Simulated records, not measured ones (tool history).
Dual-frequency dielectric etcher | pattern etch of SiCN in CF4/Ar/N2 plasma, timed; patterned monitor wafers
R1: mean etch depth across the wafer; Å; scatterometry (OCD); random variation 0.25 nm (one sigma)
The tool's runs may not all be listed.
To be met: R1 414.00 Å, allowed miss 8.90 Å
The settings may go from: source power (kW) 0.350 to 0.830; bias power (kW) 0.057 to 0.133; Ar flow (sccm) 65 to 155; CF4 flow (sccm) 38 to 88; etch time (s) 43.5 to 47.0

{"run": 1, "hour": 0.0, "source power (kW)": 0.59, "bias power (kW)": 0.095, "Ar flow (sccm)": 110, "CF4 flow (sccm)": 63, "etch time (s)": 47.0, "R1": 526.81}
{"run": 2, "hour": 2.3, "source power (kW)": 0.59, "bias power (kW)": 0.095, "Ar flow (sccm)": 122, "CF4 flow (sccm)": 63, "etch time (s)": 47.0, "R1": 520.16}
{"run": 3, "hour": 11.2, "source power (kW)": 0.59, "bias power (kW)": 0.095, "Ar flow (sccm)": 122, "CF4 flow (sccm)": 63, "etch time (s)": 43.5, "R1": 483.08}
{"run": 4, "hour": 16.9, "source power (kW)": 0.59, "bias power (kW)": 0.107, "Ar flow (sccm)": 122, "CF4 flow (sccm)": 63, "etch time (s)": 43.5, "R1": 501.17}
{"hour": 20.6, "done": "CF4 flow controller replaced"}
{"run": 5, "hour": 20.6, "source power (kW)": 0.59, "bias power (kW)": 0.107, "Ar flow (sccm)": 122, "CF4 flow (sccm)": 63, "etch time (s)": 47.0, "R1": 545.69}
{"run": 6, "hour": 23.7, "source power (kW)": 0.56, "bias power (kW)": 0.107, "Ar flow (sccm)": 122, "CF4 flow (sccm)": 63, "etch time (s)": 47.0, "R1": 512.89}
{"run": 7, "hour": 27.9, "source power (kW)": 0.54, "bias power (kW)": 0.107, "Ar flow (sccm)": 122, "CF4 flow (sccm)": 63, "etch time (s)": 47.0, "R1": 497.46}
{"run": 8, "hour": 33.3, "source power (kW)": 0.52, "bias power (kW)": 0.107, "Ar flow (sccm)": 122, "CF4 flow (sccm)": 63, "etch time (s)": 47.0, "R1": 481.45}
{"run": 9, "hour": 38.2, "source power (kW)": 0.51, "bias power (kW)": 0.107, "Ar flow (sccm)": 122, "CF4 flow (sccm)": 63, "etch time (s)": 47.0, "R1": 473.5}
{"run": 10, "hour": 42.9, "source power (kW)": 0.5, "bias power (kW)": 0.107, "Ar flow (sccm)": 122, "CF4 flow (sccm)": 63, "etch time (s)": 47.0, "R1": 458.56}
{"run": 11, "hour": 45.2, "source power (kW)": 0.49, "bias power (kW)": 0.107, "Ar flow (sccm)": 122, "CF4 flow (sccm)": 63, "etch time (s)": 47.0, "R1": 443.04}
{"run": 12, "hour": 52.2, "source power (kW)": 0.49, "bias power (kW)": 0.107, "Ar flow (sccm)": 122, "CF4 flow (sccm)": 63, "etch time (s)": 47.0, "R1": 442.79}
{"run": 13, "hour": 59.1, "source power (kW)": 0.44, "bias power (kW)": 0.106, "Ar flow (sccm)": 122, "CF4 flow (sccm)": 63, "etch time (s)": 47.0, "R1": 398.0}

5 next moves are on the table. One of them brings every result within its allowed miss. Which?
{"run": "A", "hour": 66.0, "source power (kW)": 0.49, "bias power (kW)": 0.1, "Ar flow (sccm)": 124, "CF4 flow (sccm)": 61, "etch time (s)": 47.0, "R1": "?"}
{"run": "B", "hour": 66.0, "source power (kW)": 0.48, "bias power (kW)": 0.094, "Ar flow (sccm)": 130, "CF4 flow (sccm)": 59, "etch time (s)": 45.0, "R1": "?"}
{"run": "C", "hour": 66.0, "source power (kW)": 0.46, "bias power (kW)": 0.105, "Ar flow (sccm)": 128, "CF4 flow (sccm)": 62, "etch time (s)": 47.0, "R1": "?"}
{"run": "D", "hour": 66.0, "source power (kW)": 0.42, "bias power (kW)": 0.114, "Ar flow (sccm)": 117, "CF4 flow (sccm)": 65, "etch time (s)": 45.0, "R1": "?"}
{"run": "E", "hour": 66.0, "source power (kW)": 0.43, "bias power (kW)": 0.112, "Ar flow (sccm)": 103, "CF4 flow (sccm)": 62, "etch time (s)": 46.5, "R1": "?"}

move=A R1=437.91
move=B R1=397.92
move=C R1=414.30
move=D R1=374.13
move=E R1=398.86
A: takes the result that was furthest off past its target
B: as far off as the last run
C: meets every target
D: further off than the last run
E: nearer than the last run, and not there yet
The right move is C.
